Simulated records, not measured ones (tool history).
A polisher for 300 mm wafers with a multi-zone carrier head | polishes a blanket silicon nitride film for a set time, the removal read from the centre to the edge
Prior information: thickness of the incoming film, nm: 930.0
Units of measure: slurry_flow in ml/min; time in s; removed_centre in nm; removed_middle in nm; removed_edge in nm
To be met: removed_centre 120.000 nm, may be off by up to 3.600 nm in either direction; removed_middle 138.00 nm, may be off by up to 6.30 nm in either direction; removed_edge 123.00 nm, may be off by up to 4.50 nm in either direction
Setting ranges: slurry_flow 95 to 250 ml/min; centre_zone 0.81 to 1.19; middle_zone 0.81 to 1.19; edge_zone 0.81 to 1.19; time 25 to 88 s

run  hour  slurry_flow  centre_zone  middle_zone  edge_zone  time  removed_centre  removed_middle  removed_edge
  1   0.0          160         1.00         1.00       1.00    56          98.753          101.58         98.29
  2   6.1          170         1.01         1.04       1.04    58         103.180          113.09        101.85
  3   7.3          170         1.01         1.04       1.09    58         103.780          111.04        106.24
  4  13.8          180         1.01         1.06       1.11    60         108.620          117.38        111.64
  5  22.0          190         1.01         1.09       1.13    61         112.810          125.41        115.17
  6  29.2          190         1.01         1.17       1.13    61         114.170          131.67        117.39
  7  37.7          195         1.01         1.18       1.14    61         112.880          134.48        116.85
  8  39.5          200         1.02         1.18       1.15    61         114.050          133.88        118.17
  9  41.4          205         1.03         1.18       1.16    61         117.060          131.43        116.59
 10  45.5          205         1.03         1.18       1.16    61         114.620          132.54        118.41

Which one of the following 4 next-run settings gets every result inside its allowed miss? There is exactly one.
  A  49.6          210         1.10         1.16       1.11    65               ?               ?             ?
  B  49.6          205         0.99         1.15       1.15    62               ?               ?             ?
  C  49.6          190         1.02         1.17       1.13    65               ?               ?             ?
  D  49.6          205         1.16         1.02       1.19    62               ?               ?             ?

move  removed_centre  removed_middle  removed_edge
   A         130.460          141.03        124.27
   B         111.530          133.24        120.45
   C         119.210          140.31        124.22
   D         130.720          120.64        122.82
A: carries the result that was furthest off beyond its target, to the other side
B: lands further from the targets than the last run did
C: meets every target
D: carries the result that was furthest off beyond its target, to the other side
Move C is the one to make.

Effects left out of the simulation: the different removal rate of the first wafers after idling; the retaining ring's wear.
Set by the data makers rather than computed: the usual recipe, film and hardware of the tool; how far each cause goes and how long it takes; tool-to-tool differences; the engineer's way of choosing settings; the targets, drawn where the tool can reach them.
